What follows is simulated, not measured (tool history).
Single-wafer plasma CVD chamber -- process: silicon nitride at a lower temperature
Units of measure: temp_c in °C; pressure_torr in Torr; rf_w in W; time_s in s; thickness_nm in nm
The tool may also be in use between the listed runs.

run 1 hour=0.0 | temp_c=340 pressure_torr=1.79 rf_w=305 time_s=39.4 | thickness_nm=49.343
run 2 hour=8.0 | temp_c=340 pressure_torr=1.87 rf_w=310 time_s=39.4 | thickness_nm=50.650
run 3 hour=12.0 | temp_c=340 pressure_torr=2.05 rf_w=310 time_s=39.4 | thickness_nm=52.059
run 4 hour=13.4 | temp_c=340 pressure_torr=2.10 rf_w=310 time_s=39.4 | thickness_nm=52.432
run 5 hour=16.0 | temp_c=340 pressure_torr=2.15 rf_w=310 time_s=39.4 | thickness_nm=52.725
run 6 hour=23.0 | temp_c=340 pressure_torr=2.19 rf_w=310 time_s=39.4 | thickness_nm=53.299

Expected results for the next run?
run 7 hour=25.1 | temp_c=340 pressure_torr=2.19 rf_w=310 time_s=39.4 | thickness_nm=?

thickness_nm: 53.297 nm
